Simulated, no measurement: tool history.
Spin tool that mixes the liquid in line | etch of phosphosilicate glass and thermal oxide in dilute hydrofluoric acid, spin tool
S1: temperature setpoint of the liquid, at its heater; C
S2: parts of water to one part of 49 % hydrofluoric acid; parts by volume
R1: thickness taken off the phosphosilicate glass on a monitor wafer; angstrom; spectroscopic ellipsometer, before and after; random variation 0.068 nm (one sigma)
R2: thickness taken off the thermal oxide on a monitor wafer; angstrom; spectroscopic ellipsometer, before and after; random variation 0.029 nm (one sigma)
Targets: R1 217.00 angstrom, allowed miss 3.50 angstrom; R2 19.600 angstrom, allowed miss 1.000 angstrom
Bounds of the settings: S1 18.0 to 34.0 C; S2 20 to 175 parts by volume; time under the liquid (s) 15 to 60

{"run": 1, "hour": 0.0, "S1": 26.0, "S2": 95, "time under the liquid (s)": 30, "R1": 195.2, "R2": 17.744}
{"run": 2, "hour": 7.3, "S1": 26.0, "S2": 95, "time under the liquid (s)": 40, "R1": 259.55, "R2": 23.701}
{"run": 3, "hour": 9.8, "S1": 26.0, "S2": 95, "time under the liquid (s)": 35, "R1": 227.45, "R2": 20.725}
{"run": 4, "hour": 17.5, "S1": 23.0, "S2": 95, "time under the liquid (s)": 35, "R1": 201.99, "R2": 18.575}
{"run": 5, "hour": 20.2, "S1": 23.0, "S2": 115, "time under the liquid (s)": 35, "R1": 163.64, "R2": 14.832}
{"run": 6, "hour": 22.3, "S1": 20.5, "S2": 115, "time under the liquid (s)": 35, "R1": 147.38, "R2": 13.361}
{"run": 7, "hour": 31.1, "S1": 22.0, "S2": 115, "time under the liquid (s)": 35, "R1": 157.74, "R2": 13.916}
{"run": 8, "hour": 37.4, "S1": 23.0, "S2": 115, "time under the liquid (s)": 35, "R1": 163.87, "R2": 14.975}
{"run": 9, "hour": 46.3, "S1": 24.0, "S2": 115, "time under the liquid (s)": 35, "R1": 169.27, "R2": 15.596}
{"run": 10, "hour": 55.2, "S1": 25.0, "S2": 115, "time under the liquid (s)": 35, "R1": 177.33, "R2": 15.749}
{"run": 11, "hour": 63.8, "S1": 25.5, "S2": 115, "time under the liquid (s)": 35, "R1": 181.31, "R2": 16.462}
{"run": 12, "hour": 67.7, "S1": 26.0, "S2": 115, "time under the liquid (s)": 35, "R1": 184.29, "R2": 16.41}
{"run": 13, "hour": 71.0, "S1": 26.5, "S2": 115, "time under the liquid (s)": 35, "R1": 187.46, "R2": 16.913}
{"run": 14, "hour": 78.1, "S1": 27.0, "S2": 115, "time under the liquid (s)": 35, "R1": 190.33, "R2": 17.543}
{"run": 15, "hour": 86.4, "S1": 27.5, "S2": 115, "time under the liquid (s)": 35, "R1": 194.18, "R2": 17.535}
{"run": 16, "hour": 88.5, "S1": 28.0, "S2": 115, "time under the liquid (s)": 35, "R1": 196.91, "R2": 18.042}
{"run": 17, "hour": 94.2, "S1": 28.5, "S2": 115, "time under the liquid (s)": 35, "R1": 201.62, "R2": 18.207}
{"run": 18, "hour": 95.9, "S1": 29.0, "S2": 115, "time under the liquid (s)": 35, "R1": 205.44, "R2": 18.794}

Which of these 4 next moves meets every target?
{"run": "A", "hour": 97.6, "S1": 33.0, "S2": 105, "time under the liquid (s)": 25, "R1": "?", "R2": "?"}
{"run": "B", "hour": 97.6, "S1": 28.0, "S2": 110, "time under the liquid (s)": 35, "R1": "?", "R2": "?"}
{"run": "C", "hour": 97.6, "S1": 32.5, "S2": 130, "time under the liquid (s)": 35, "R1": "?", "R2": "?"}
{"run": "D", "hour": 97.6, "S1": 26.0, "S2": 100, "time under the liquid (s)": 35, "R1": "?", "R2": "?"}

move=A R1=189.23 R2=16.992
move=B R1=208.61 R2=18.733
move=C R1=202.62 R2=18.194
move=D R1=215.31 R2=19.334
A: further off than the last run
B: nearer than the last run, and not there yet
C: further off than the last run
D: meets every target
The right move is D.

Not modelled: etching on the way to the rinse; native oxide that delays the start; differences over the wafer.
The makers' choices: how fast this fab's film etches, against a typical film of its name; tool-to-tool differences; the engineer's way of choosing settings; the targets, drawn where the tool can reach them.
